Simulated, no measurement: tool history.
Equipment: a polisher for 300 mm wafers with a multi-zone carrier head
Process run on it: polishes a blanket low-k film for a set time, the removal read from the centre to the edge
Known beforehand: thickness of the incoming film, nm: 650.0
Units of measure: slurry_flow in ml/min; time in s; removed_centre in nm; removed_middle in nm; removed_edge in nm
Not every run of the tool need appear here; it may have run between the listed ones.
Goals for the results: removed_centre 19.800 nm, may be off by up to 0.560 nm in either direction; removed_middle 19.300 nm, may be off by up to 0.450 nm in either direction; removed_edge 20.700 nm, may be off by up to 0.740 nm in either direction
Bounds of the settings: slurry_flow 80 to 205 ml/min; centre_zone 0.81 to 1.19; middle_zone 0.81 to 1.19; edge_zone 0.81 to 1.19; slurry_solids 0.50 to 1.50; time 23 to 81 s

run 1 hour=0.0 | slurry_flow=135 centre_zone=1.00 middle_zone=1.00 edge_zone=1.00 slurry_solids=1.00 time=52 | removed_centre=29.406 removed_middle=28.939 removed_edge=28.598
run 2 hour=7.6 | slurry_flow=125 centre_zone=0.97 middle_zone=0.96 edge_zone=0.97 slurry_solids=0.90 time=52 | removed_centre=26.493 removed_middle=25.525 removed_edge=26.376
run 3 hour=14.4 | slurry_flow=125 centre_zone=0.97 middle_zone=1.02 edge_zone=0.97 slurry_solids=0.90 time=52 | removed_centre=26.403 removed_middle=27.122 removed_edge=27.222
run 4 hour=15.4 | slurry_flow=130 centre_zone=0.94 middle_zone=0.99 edge_zone=0.93 slurry_solids=0.85 time=51 | removed_centre=24.669 removed_middle=25.481 removed_edge=24.898
-- hour=21.8 worn pad replaced by a new one
run 5 hour=21.8 | slurry_flow=120 centre_zone=0.91 middle_zone=0.95 edge_zone=0.90 slurry_solids=0.85 time=51 | removed_centre=27.266 removed_middle=27.817 removed_edge=28.594
run 6 hour=23.8 | slurry_flow=115 centre_zone=0.95 middle_zone=0.98 edge_zone=0.97 slurry_solids=0.85 time=51 | removed_centre=28.335 removed_middle=28.551 removed_edge=28.698
run 7 hour=32.0 | slurry_flow=135 centre_zone=0.93 middle_zone=0.95 edge_zone=0.95 slurry_solids=0.85 time=51 | removed_centre=28.375 removed_middle=28.719 removed_edge=29.560
run 8 hour=33.7 | slurry_flow=100 centre_zone=0.89 middle_zone=0.85 edge_zone=0.85 slurry_solids=0.60 time=46 | removed_centre=17.566 removed_middle=17.267 removed_edge=18.952
run 9 hour=38.2 | slurry_flow=110 centre_zone=0.89 middle_zone=0.85 edge_zone=0.85 slurry_solids=0.60 time=46 | removed_centre=18.578 removed_middle=17.628 removed_edge=19.574
run 10 hour=44.8 | slurry_flow=115 centre_zone=0.88 middle_zone=0.86 edge_zone=0.85 slurry_solids=0.60 time=46 | removed_centre=18.434 removed_middle=18.223 removed_edge=19.880
run 11 hour=53.6 | slurry_flow=120 centre_zone=0.88 middle_zone=0.86 edge_zone=0.85 slurry_solids=0.60 time=46 | removed_centre=18.693 removed_middle=18.621 removed_edge=19.573
run 12 hour=56.3 | slurry_flow=125 centre_zone=0.88 middle_zone=0.86 edge_zone=0.87 slurry_solids=0.60 time=46 | removed_centre=18.879 removed_middle=18.546 removed_edge=20.205

Consider the 4 candidate settings below. Which is the only one whose results all fall within their allowed miss of target?
run A hour=59.0 | slurry_flow=180 centre_zone=0.81 middle_zone=0.83 edge_zone=0.87 slurry_solids=0.65 time=41 | removed_centre=? removed_middle=? removed_edge=?
run B hour=59.0 | slurry_flow=125 centre_zone=0.90 middle_zone=0.87 edge_zone=0.91 slurry_solids=0.55 time=50 | removed_centre=? removed_middle=? removed_edge=?
run C hour=59.0 | slurry_flow=110 centre_zone=0.85 middle_zone=0.83 edge_zone=0.85 slurry_solids=0.50 time=54 | removed_centre=? removed_middle=? removed_edge=?
run D hour=59.0 | slurry_flow=155 centre_zone=1.00 middle_zone=0.84 edge_zone=0.84 slurry_solids=0.85 time=33 | removed_centre=? removed_middle=? removed_edge=?

move=A removed_centre=18.092 removed_middle=18.564 removed_edge=19.864
move=B removed_centre=19.936 removed_middle=19.284 removed_edge=20.658
move=C removed_centre=18.083 removed_middle=17.926 removed_edge=19.623
move=D removed_centre=20.676 removed_middle=17.361 removed_edge=18.287
A: the biggest miss grows against the last run
B: every result lands within tolerance
C: the biggest miss grows against the last run
D: the biggest miss grows against the last run
Answer: B
